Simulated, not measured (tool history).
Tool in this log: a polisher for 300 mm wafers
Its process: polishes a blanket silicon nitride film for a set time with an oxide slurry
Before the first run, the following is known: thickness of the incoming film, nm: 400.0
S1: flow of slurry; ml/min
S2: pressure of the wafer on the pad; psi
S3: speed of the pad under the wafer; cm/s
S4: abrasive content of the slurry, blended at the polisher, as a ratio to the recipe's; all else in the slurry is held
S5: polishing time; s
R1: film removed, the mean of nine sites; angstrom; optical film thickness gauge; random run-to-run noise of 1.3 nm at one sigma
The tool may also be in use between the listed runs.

Run 1, hour 0: S1 240 ml/min, S2 4 psi, S3 128 cm/s, S4 1, S5 78 s. Result: R1 581.25 angstrom.
Run 2, hour 5.8: S1 240 ml/min, S2 3.2 psi, S3 128 cm/s, S4 1, S5 78 s. Result: R1 454.67 angstrom.
Run 3, hour 12.9: S1 240 ml/min, S2 3.6 psi, S3 130 cm/s, S4 1, S5 78 s. Result: R1 524.16 angstrom.
Run 4, hour 20.4: S1 240 ml/min, S2 4 psi, S3 130 cm/s, S4 1, S5 78 s. Result: R1 589.88 angstrom.
Run 5, hour 22.7: S1 240 ml/min, S2 4 psi, S3 130 cm/s, S4 1, S5 78 s. Result: R1 562.09 angstrom.
Run 6, hour 31.2: S1 240 ml/min, S2 4.4 psi, S3 132 cm/s, S4 1, S5 78 s. Result: R1 642.07 angstrom.
Run 7, hour 37.7: S1 240 ml/min, S2 4.7 psi, S3 132 cm/s, S4 1, S5 78 s. Result: R1 702.24 angstrom.
Run 8, hour 38.2: S1 240 ml/min, S2 4.9 psi, S3 132 cm/s, S4 1, S5 78 s. Result: R1 724.89 angstrom.
Run 9, hour 46: S1 240 ml/min, S2 5.1 psi, S3 132 cm/s, S4 1, S5 78 s. Result: R1 730.08 angstrom.
Run 10, hour 49.2: S1 240 ml/min, S2 5.3 psi, S3 134 cm/s, S4 1, S5 78 s. Result: R1 788.03 angstrom.
Run 11, hour 53: S1 240 ml/min, S2 5.5 psi, S3 134 cm/s, S4 1, S5 78 s. Result: R1 832.33 angstrom.
Run 12, hour 60.1: S1 240 ml/min, S2 5.6 psi, S3 134 cm/s, S4 1, S5 78 s. Result: R1 834.76 angstrom.
Run 13, hour 65.3: S1 240 ml/min, S2 5.7 psi, S3 134 cm/s, S4 1, S5 78 s. Result: R1 844.82 angstrom.
Run 14, hour 68.3: S1 240 ml/min, S2 5.8 psi, S3 136 cm/s, S4 1, S5 78 s. Result: R1 884.52 angstrom.

Predict the results of run 15:
Run 15, hour 74.7: S1 240 ml/min, S2 5.9 psi, S3 136 cm/s, S4 1, S5 78 s. Result: R1 ?.

Logged for run 15: R1 883.16 angstrom.

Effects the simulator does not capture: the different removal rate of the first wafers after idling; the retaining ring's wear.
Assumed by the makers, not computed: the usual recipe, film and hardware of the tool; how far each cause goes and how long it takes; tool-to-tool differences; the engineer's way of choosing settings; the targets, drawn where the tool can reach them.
